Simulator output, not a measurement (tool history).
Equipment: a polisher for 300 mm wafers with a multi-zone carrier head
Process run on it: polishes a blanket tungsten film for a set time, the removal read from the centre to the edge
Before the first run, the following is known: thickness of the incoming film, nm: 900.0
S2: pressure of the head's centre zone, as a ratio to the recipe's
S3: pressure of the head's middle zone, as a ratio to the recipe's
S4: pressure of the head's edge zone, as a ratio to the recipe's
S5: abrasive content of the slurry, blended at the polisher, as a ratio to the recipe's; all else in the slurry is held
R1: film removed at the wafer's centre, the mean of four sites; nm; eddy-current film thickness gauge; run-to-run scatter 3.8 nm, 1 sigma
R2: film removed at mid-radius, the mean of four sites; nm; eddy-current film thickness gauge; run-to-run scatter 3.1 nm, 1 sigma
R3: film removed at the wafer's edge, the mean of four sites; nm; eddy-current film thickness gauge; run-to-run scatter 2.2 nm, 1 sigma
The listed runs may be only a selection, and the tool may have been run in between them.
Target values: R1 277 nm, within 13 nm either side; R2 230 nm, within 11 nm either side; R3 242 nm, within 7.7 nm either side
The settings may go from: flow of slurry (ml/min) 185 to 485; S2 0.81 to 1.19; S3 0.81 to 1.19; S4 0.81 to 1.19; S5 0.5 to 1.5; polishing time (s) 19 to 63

{"run": 1, "hour": 0.0, "flow of slurry (ml/min)": 310, "S2": 1, "S3": 1, "S4": 1, "S5": 1, "polishing time (s)": 41, "R1": 210.46, "R2": 208.93, "R3": 209.64}
{"run": 2, "hour": 0.8, "flow of slurry (ml/min)": 315, "S2": 1.03, "S3": 1, "S4": 1.02, "S5": 1.05, "polishing time (s)": 41, "R1": 222.61, "R2": 215.55, "R3": 215.56}
{"run": 3, "hour": 5.5, "flow of slurry (ml/min)": 320, "S2": 1.05, "S3": 0.99, "S4": 1.04, "S5": 1.05, "polishing time (s)": 41, "R1": 227.6, "R2": 206.61, "R3": 219.62}
{"run": 4, "hour": 12.3, "flow of slurry (ml/min)": 320, "S2": 1.13, "S3": 0.99, "S4": 1.04, "S5": 1.05, "polishing time (s)": 41, "R1": 241.6, "R2": 212.94, "R3": 215.4}
{"run": 5, "hour": 13.5, "flow of slurry (ml/min)": 325, "S2": 1.14, "S3": 0.99, "S4": 1.05, "S5": 1.1, "polishing time (s)": 41, "R1": 251.75, "R2": 211.52, "R3": 221.4}
{"run": 6, "hour": 16.3, "flow of slurry (ml/min)": 325, "S2": 1.14, "S3": 0.99, "S4": 1.05, "S5": 1.1, "polishing time (s)": 36, "R1": 212.31, "R2": 185.58, "R3": 191.59}
{"run": 7, "hour": 21.6, "flow of slurry (ml/min)": 330, "S2": 1.15, "S3": 1, "S4": 1.06, "S5": 1.15, "polishing time (s)": 37, "R1": 223.02, "R2": 197.17, "R3": 201.63}
{"run": 8, "hour": 27.1, "flow of slurry (ml/min)": 330, "S2": 1.16, "S3": 1, "S4": 1.06, "S5": 1.2, "polishing time (s)": 38, "R1": 246.04, "R2": 206.88, "R3": 210.27}
{"run": 9, "hour": 31.6, "flow of slurry (ml/min)": 330, "S2": 1.16, "S3": 1.01, "S4": 1.08, "S5": 1.25, "polishing time (s)": 38, "R1": 242.31, "R2": 204.63, "R3": 211.39}
{"run": 10, "hour": 39.8, "flow of slurry (ml/min)": 335, "S2": 1.16, "S3": 1.02, "S4": 1.09, "S5": 1.3, "polishing time (s)": 38, "R1": 247.54, "R2": 214.07, "R3": 219.97}

Consider the 4 candidate settings below. Which is the only one whose results all fall within their allowed miss of target?
{"run": "A", "hour": 48.0, "flow of slurry (ml/min)": 360, "S2": 1.15, "S3": 0.97, "S4": 1.05, "S5": 1.35, "polishing time (s)": 42, "R1": "?", "R2": "?", "R3": "?"}
{"run": "B", "hour": 48.0, "flow of slurry (ml/min)": 300, "S2": 1.16, "S3": 0.89, "S4": 1.19, "S5": 1.35, "polishing time (s)": 42, "R1": "?", "R2": "?", "R3": "?"}
{"run": "C", "hour": 48.0, "flow of slurry (ml/min)": 380, "S2": 1, "S3": 1.11, "S4": 1.19, "S5": 1.45, "polishing time (s)": 34, "R1": "?", "R2": "?", "R3": "?"}
{"run": "D", "hour": 48.0, "flow of slurry (ml/min)": 405, "S2": 1.11, "S3": 0.93, "S4": 1.14, "S5": 1.45, "polishing time (s)": 45, "R1": "?", "R2": "?", "R3": "?"}

move=A R1=277.88 R2=223.16 R3=242.19
move=B R1=275.65 R2=204.62 R3=255.52
move=C R1=200.12 R2=207.27 R3=213.12
move=D R1=295.3 R2=237.12 R3=277.47
A: in spec on every target
B: takes the biggest miss from the last run beyond its target
C: its largest miss is bigger than the last run's
D: takes the biggest miss from the last run beyond its target
Move A is the one to make.
